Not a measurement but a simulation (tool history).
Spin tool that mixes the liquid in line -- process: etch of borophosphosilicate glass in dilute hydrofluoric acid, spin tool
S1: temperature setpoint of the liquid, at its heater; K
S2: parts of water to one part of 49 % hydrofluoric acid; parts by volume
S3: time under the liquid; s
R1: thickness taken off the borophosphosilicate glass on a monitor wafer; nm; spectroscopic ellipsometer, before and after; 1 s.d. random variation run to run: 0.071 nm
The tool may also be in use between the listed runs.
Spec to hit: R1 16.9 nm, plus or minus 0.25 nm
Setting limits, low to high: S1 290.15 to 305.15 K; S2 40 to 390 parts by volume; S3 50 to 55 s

| run | day | S1 | S2 | S3 | R1 |
|---|---|---|---|---|---|
| 1 | 0 | 297.15 | 215 | 50 | 12.472 |
| 2 | 0.304 | 297.15 | 215 | 55 | 13.682 |
| 3 | 0.404 | 299.15 | 215 | 55 | 14.79 |
| 4 | 0.75 | 299.15 | 215 | 50 | 13.521 |
| 5 | 1.117 | 299.15 | 215 | 50 | 13.431 |
| 6 | 1.379 | 301.15 | 215 | 50 | 14.481 |
| 7 | 1.725 | 302.65 | 215 | 50 | 15.147 |
| 8 | 1.804 | 303.65 | 215 | 50 | 15.683 |
| 9 | 1.979 | 304.15 | 215 | 50 | 15.956 |
| 10 | 2.296 | 304.65 | 215 | 50 | 16.311 |
| 11 | 2.383 | 305.15 | 215 | 50 | 16.45 |

Which one of the following 5 next-run settings gets every result inside its allowed miss? There is exactly one.
| A | 2.471 | 302.15 | 215 | 55 | ? |
| B | 2.471 | 304.65 | 225 | 55 | ? |
| C | 2.471 | 304.65 | 230 | 55 | ? |
| D | 2.471 | 305.15 | 235 | 55 | ? |
| E | 2.471 | 305.15 | 220 | 50 | ? |

| move | R1 |
|---|---|
| A | 16.418 |
| B | 16.874 |
| C | 16.406 |
| D | 16.225 |
| E | 16.051 |
A: lands further from the targets than the last run did
B: meets every target
C: lands further from the targets than the last run did
D: lands further from the targets than the last run did
E: lands further from the targets than the last run did
Move B is the one to make.
